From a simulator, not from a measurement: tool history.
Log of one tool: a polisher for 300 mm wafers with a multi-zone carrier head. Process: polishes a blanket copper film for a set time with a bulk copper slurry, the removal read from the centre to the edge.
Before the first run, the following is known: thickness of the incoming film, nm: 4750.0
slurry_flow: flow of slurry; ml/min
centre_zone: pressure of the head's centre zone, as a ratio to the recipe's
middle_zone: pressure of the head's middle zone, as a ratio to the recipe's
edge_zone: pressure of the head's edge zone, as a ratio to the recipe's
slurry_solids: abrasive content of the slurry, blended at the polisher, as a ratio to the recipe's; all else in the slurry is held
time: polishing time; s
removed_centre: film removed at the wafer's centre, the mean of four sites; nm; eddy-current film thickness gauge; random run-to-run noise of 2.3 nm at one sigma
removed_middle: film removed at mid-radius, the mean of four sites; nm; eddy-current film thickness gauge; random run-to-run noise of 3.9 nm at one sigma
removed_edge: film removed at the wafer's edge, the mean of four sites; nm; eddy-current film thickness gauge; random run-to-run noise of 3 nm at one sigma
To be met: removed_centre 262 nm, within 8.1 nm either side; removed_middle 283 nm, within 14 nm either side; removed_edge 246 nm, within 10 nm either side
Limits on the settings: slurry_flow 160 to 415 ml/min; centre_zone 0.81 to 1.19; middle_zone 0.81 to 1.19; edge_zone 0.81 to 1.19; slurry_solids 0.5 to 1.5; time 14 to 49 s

| run | hour | slurry_flow | centre_zone | middle_zone | edge_zone | slurry_solids | time | removed_centre | removed_middle | removed_edge |
|---|---|---|---|---|---|---|---|---|---|---|
| 1 | 0 | 265 | 1 | 1 | 1 | 1 | 31 | 162.6 | 164.41 | 159.9 |
| 2 | 7.2 | 275 | 1.02 | 1.04 | 1.02 | 1.15 | 33 | 183.67 | 182.91 | 181.63 |
| 3 | 15.2 | 285 | 1.02 | 1.08 | 0.99 | 1.2 | 35 | 195.32 | 202.47 | 196.72 |
| 4 | 18.8 | 290 | 1.04 | 1.11 | 0.94 | 1.25 | 37 | 215.94 | 230.22 | 199.53 |
| 5 | 23.1 | 290 | 1.04 | 1.11 | 0.94 | 1.1 | 37 | 205.7 | 221.26 | 191.49 |
| 6 | 23.8 | 295 | 1.05 | 1.13 | 0.94 | 1.2 | 38 | 218.96 | 232.6 | 203.26 |
| 7 | 27.5 | 295 | 1.05 | 1.14 | 0.94 | 1.25 | 39 | 229.21 | 246.09 | 209.55 |
| 8 | 36.3 | 300 | 1.05 | 1.15 | 0.95 | 1.3 | 40 | 236.02 | 252.95 | 220.38 |
| 9 | 38.2 | 300 | 1.05 | 1.16 | 0.95 | 1.35 | 41 | 246.55 | 268.9 | 232.59 |
| 10 | 44.4 | 300 | 1.06 | 1.17 | 0.95 | 1.4 | 41 | 247.58 | 278.28 | 227.95 |
| 11 | 52 | 305 | 1.06 | 1.16 | 0.96 | 1.45 | 41 | 253.71 | 278.61 | 229.52 |

Consider the 4 candidate settings below. Which is the only one whose results all fall within their allowed miss of target?
| A | 59.6 | 200 | 1.04 | 1.19 | 0.88 | 1.5 | 41 | ? | ? | ? |
| B | 59.6 | 315 | 1.12 | 1.19 | 0.89 | 1.5 | 40 | ? | ? | ? |
| C | 59.6 | 250 | 1 | 1.15 | 1.11 | 1.2 | 46 | ? | ? | ? |
| D | 59.6 | 260 | 1.07 | 1.19 | 1.02 | 1.4 | 43 | ? | ? | ? |

| move | removed_centre | removed_middle | removed_edge |
|---|---|---|---|
| A | 247.02 | 274.74 | 222.26 |
| B | 269.21 | 276.82 | 223.42 |
| C | 253.73 | 284.57 | 264.19 |
| D | 266.87 | 287.74 | 248.42 |
A: misses by more than the last run did
B: misses by more than the last run did
C: the result that was furthest off in the last run now lies on the other side of its target
D: every result within its allowed miss
Go with D: it meets all targets.

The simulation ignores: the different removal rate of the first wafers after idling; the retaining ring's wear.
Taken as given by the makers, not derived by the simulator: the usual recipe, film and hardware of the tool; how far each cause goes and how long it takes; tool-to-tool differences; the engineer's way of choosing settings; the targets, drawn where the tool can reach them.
